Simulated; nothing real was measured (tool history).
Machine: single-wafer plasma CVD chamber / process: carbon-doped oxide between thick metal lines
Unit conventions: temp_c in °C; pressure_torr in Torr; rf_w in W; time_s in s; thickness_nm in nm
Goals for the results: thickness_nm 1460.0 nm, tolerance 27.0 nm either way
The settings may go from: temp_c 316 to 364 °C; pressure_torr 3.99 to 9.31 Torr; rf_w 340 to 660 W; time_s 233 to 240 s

Run 1, day 0.000: temp_c 340 °C, pressure_torr 6.65 Torr, rf_w 500 W, time_s 233 s. Result: thickness_nm 1291.3 nm.
Run 2, day 0.183: temp_c 349 °C, pressure_torr 6.65 Torr, rf_w 500 W, time_s 233 s. Result: thickness_nm 1261.3 nm.
Run 3, day 0.325: temp_c 347 °C, pressure_torr 6.88 Torr, rf_w 515 W, time_s 233 s. Result: thickness_nm 1287.4 nm.
Run 4, day 0.542: temp_c 344 °C, pressure_torr 6.96 Torr, rf_w 530 W, time_s 233 s. Result: thickness_nm 1316.9 nm.
Run 5, day 0.608: temp_c 344 °C, pressure_torr 6.96 Torr, rf_w 530 W, time_s 233 s. Result: thickness_nm 1317.6 nm.
Run 6, day 0.662: temp_c 344 °C, pressure_torr 6.96 Torr, rf_w 460 W, time_s 233 s. Result: thickness_nm 1229.7 nm.
Run 7, day 0.788: temp_c 332 °C, pressure_torr 8.18 Torr, rf_w 540 W, time_s 236 s. Result: thickness_nm 1405.8 nm.
Run 8, day 1.158: temp_c 331 °C, pressure_torr 8.21 Torr, rf_w 545 W, time_s 236 s. Result: thickness_nm 1408.7 nm.
Run 9, day 1.221: temp_c 330 °C, pressure_torr 8.23 Torr, rf_w 550 W, time_s 236 s. Result: thickness_nm 1424.6 nm.

Consider the 4 candidate settings below. Which is the only one whose results all fall within their allowed miss of target?
Run A, day 1.283: temp_c 336 °C, pressure_torr 8.64 Torr, rf_w 590 W, time_s 238 s. Result: thickness_nm ?.
Run B, day 1.283: temp_c 330 °C, pressure_torr 8.44 Torr, rf_w 535 W, time_s 233 s. Result: thickness_nm ?.
Run C, day 1.283: temp_c 349 °C, pressure_torr 8.15 Torr, rf_w 540 W, time_s 238 s. Result: thickness_nm ?.
Run D, day 1.283: temp_c 325 °C, pressure_torr 8.40 Torr, rf_w 530 W, time_s 233 s. Result: thickness_nm ?.

move  thickness_nm
   A        1467.6
   B        1389.5
   C        1356.4
   D        1402.5
A: every result lands within tolerance
B: further off than the last run
C: further off than the last run
D: further off than the last run
So the answer is move A, the one that meets all the targets.

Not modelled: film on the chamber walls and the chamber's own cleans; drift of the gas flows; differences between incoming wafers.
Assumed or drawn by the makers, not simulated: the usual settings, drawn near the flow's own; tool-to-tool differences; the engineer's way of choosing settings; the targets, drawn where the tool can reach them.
